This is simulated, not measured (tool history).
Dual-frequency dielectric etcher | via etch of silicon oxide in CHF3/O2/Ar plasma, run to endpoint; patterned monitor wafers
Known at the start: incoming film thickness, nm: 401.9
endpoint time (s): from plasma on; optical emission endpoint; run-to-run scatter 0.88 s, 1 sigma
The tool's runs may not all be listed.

run 1 hour=0 | source_power_(W)=740 bias_power_(W)=211 | endpoint_time_(s)=158.31
run 2 hour=9.1 | source_power_(W)=740 bias_power_(W)=196 | endpoint_time_(s)=163.01
run 3 hour=15.8 | source_power_(W)=740 bias_power_(W)=224 | endpoint_time_(s)=155.31
run 4 hour=21.7 | source_power_(W)=740 bias_power_(W)=259 | endpoint_time_(s)=144.83
run 5 hour=29.4 | source_power_(W)=740 bias_power_(W)=285 | endpoint_time_(s)=140.55
run 6 hour=32.8 | source_power_(W)=690 bias_power_(W)=271 | endpoint_time_(s)=144.68
-- hour=39 wet clean of the chamber
run 7 hour=39 | source_power_(W)=650 bias_power_(W)=253 | endpoint_time_(s)=156.34
run 8 hour=42.4 | source_power_(W)=650 bias_power_(W)=253 | endpoint_time_(s)=157.76

Estimate the outcome of run 9 from the log above:
run 9 hour=46.2 | source_power_(W)=620 bias_power_(W)=251 | endpoint_time_(s)=?

Run 9 measured endpoint time (s) 157.92.
